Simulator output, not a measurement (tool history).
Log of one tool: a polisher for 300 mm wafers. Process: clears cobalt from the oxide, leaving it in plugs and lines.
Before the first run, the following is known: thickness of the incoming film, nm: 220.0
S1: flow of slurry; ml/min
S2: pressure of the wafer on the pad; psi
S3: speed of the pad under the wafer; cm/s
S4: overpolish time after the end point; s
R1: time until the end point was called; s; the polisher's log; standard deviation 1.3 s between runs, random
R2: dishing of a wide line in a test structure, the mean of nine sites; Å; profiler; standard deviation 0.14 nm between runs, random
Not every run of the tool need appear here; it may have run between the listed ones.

| run | day | S1 | S2 | S3 | S4 | R1 | R2 |
|---|---|---|---|---|---|---|---|
| 1 | 0.000 | 220 | 1.3 | 112 | 10 | 70.095 | 208.02 |
| 2 | 0.225 | 220 | 1.3 | 112 | 8 | 70.352 | 181.60 |
| 3 | 0.558 | 220 | 1.3 | 112 | 11 | 68.898 | 218.19 |
| 4 | 0.892 | 260 | 1.3 | 112 | 11 | 67.955 | 217.71 |
| 5 | 1.171 | 215 | 1.3 | 112 | 11 | 70.407 | 217.75 |
| 6 | 1.525 | 215 | 1.3 | 102 | 11 | 75.740 | 206.97 |
| 7 | 1.579 | 220 | 1.4 | 100 | 9 | 72.239 | 193.44 |
| 8 | 1.921 | 240 | 1.4 | 104 | 7 | 68.701 | 171.60 |
| 9 | 2.179 | 245 | 1.4 | 104 | 6 | 69.159 | 155.93 |

Run 10, settings as shown, results not yet in. Your forecast:
| 10 | 2.229 | 250 | 1.4 | 104 | 4 | ? | ? |

R1: 66.522 s
R2: 119.40 Å

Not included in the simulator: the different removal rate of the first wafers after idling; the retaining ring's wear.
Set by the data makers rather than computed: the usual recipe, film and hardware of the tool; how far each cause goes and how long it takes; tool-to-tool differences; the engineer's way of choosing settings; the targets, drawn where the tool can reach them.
